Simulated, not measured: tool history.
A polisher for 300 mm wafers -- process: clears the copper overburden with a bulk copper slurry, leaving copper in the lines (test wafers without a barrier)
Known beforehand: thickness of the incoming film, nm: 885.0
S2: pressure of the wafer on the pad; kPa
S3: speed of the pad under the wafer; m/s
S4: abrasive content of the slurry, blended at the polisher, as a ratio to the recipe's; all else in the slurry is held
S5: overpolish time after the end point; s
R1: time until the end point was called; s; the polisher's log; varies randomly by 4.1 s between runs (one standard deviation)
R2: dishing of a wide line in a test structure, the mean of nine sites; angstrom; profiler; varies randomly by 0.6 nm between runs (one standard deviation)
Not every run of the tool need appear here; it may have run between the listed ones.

run 1 hour=0.0 | flow_of_slurry_(ml/min)=120 S2=19.3 S3=1.02 S4=1.0 S5=27 | R1=94.282 R2=707.98
run 2 hour=3.3 | flow_of_slurry_(ml/min)=115 S2=16.5 S3=0.88 S4=1.0 S5=25 | R1=126.930 R2=644.53
run 3 hour=4.9 | flow_of_slurry_(ml/min)=110 S2=14.5 S3=0.78 S4=1.0 S5=25 | R1=160.490 R2=573.45
run 4 hour=11.6 | flow_of_slurry_(ml/min)=105 S2=13.1 S3=0.74 S4=1.0 S5=30 | R1=181.340 R2=568.99
run 5 hour=13.6 | flow_of_slurry_(ml/min)=115 S2=13.1 S3=0.74 S4=1.0 S5=30 | R1=181.250 R2=589.77
run 6 hour=15.3 | flow_of_slurry_(ml/min)=110 S2=11.7 S3=0.70 S4=1.0 S5=31 | R1=201.510 R2=559.38
run 7 hour=22.1 | flow_of_slurry_(ml/min)=105 S2=11.0 S3=0.66 S4=1.0 S5=32 | R1=232.260 R2=534.34
run 8 hour=28.4 | flow_of_slurry_(ml/min)=105 S2=11.0 S3=0.66 S4=1.0 S5=32 | R1=230.700 R2=526.21

For run 9, what comes out?
run 9 hour=34.7 | flow_of_slurry_(ml/min)=100 S2=10.3 S3=0.66 S4=1.0 S5=35 | R1=? R2=?

For run 9 the tool returned R1 241.030 s, R2 545.37 angstrom.
